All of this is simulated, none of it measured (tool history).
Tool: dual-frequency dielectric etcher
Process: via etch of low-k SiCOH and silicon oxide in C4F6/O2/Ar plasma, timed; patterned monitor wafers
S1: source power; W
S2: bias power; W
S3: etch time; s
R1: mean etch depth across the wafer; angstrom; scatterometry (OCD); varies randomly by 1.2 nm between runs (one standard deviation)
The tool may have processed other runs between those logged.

{"run": 1, "hour": 0.0, "S1": 390, "S2": 187, "S3": 64.5, "R1": 1585.9}
{"run": 2, "hour": 1.4, "S1": 390, "S2": 187, "S3": 64.5, "R1": 1601.9}
{"run": 3, "hour": 8.1, "S1": 390, "S2": 187, "S3": 67, "R1": 1645.9}
{"run": 4, "hour": 12.5, "S1": 400, "S2": 188, "S3": 67, "R1": 1672.1}
{"run": 5, "hour": 19.2, "S1": 400, "S2": 204, "S3": 67, "R1": 1741.8}
{"run": 6, "hour": 21.9, "S1": 400, "S2": 174, "S3": 67, "R1": 1654.3}
{"hour": 28.7, "done": "source power generator calibrated"}
{"run": 7, "hour": 28.7, "S1": 410, "S2": 175, "S3": 67, "R1": 1641.5}

Run 8 has not been measured yet. What should we expect?
{"run": 8, "hour": 33.0, "S1": 420, "S2": 177, "S3": 67, "R1": "?"}

R1: 1642.7 angstrom
